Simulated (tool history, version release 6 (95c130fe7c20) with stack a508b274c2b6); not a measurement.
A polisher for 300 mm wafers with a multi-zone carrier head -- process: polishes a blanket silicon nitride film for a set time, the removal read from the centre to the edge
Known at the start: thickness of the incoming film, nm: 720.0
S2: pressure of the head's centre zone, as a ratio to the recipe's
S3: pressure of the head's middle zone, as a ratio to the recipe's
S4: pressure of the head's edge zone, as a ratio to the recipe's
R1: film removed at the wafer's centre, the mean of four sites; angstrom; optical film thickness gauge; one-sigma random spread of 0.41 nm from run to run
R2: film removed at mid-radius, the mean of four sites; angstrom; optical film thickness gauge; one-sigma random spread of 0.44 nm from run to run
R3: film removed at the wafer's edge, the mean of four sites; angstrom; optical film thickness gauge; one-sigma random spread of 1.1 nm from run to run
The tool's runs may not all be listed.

Run 1, hour 0: flow of slurry (ml/min) 125, S2 1, S3 1, S4 1, polishing time (s) 53. Result: R1 1271 angstrom, R2 1278.6 angstrom, R3 1265.3 angstrom.
Run 2, hour 2.2: flow of slurry (ml/min) 125, S2 1, S3 1, S4 0.92, polishing time (s) 53. Result: R1 1270.7 angstrom, R2 1307.4 angstrom, R3 1193.5 angstrom.
Run 3, hour 11.1: flow of slurry (ml/min) 145, S2 1, S3 1, S4 0.92, polishing time (s) 53. Result: R1 1309.8 angstrom, R2 1319.3 angstrom, R3 1247.2 angstrom.
Run 4, hour 14.1: flow of slurry (ml/min) 135, S2 0.97, S3 0.95, S4 0.94, polishing time (s) 47. Result: R1 1110.9 angstrom, R2 1110.3 angstrom, R3 1085 angstrom.
Run 5, hour 18: flow of slurry (ml/min) 125, S2 0.94, S3 0.91, S4 0.97, polishing time (s) 43. Result: R1 952.02 angstrom, R2 958.72 angstrom, R3 998.51 angstrom.
Run 6, hour 26.4: flow of slurry (ml/min) 105, S2 0.94, S3 0.91, S4 0.97, polishing time (s) 43. Result: R1 924.53 angstrom, R2 919.68 angstrom, R3 962.63 angstrom.

Run 7 comes next. What will it give?
Run 7, hour 32.6: flow of slurry (ml/min) 75, S2 0.84, S3 0.81, S4 0.97, polishing time (s) 31. Result: R1 ?, R2 ?, R3 ?.

{"run 7": {"R1": 529.33, "R2": 546.12, "R3": 640.52}}
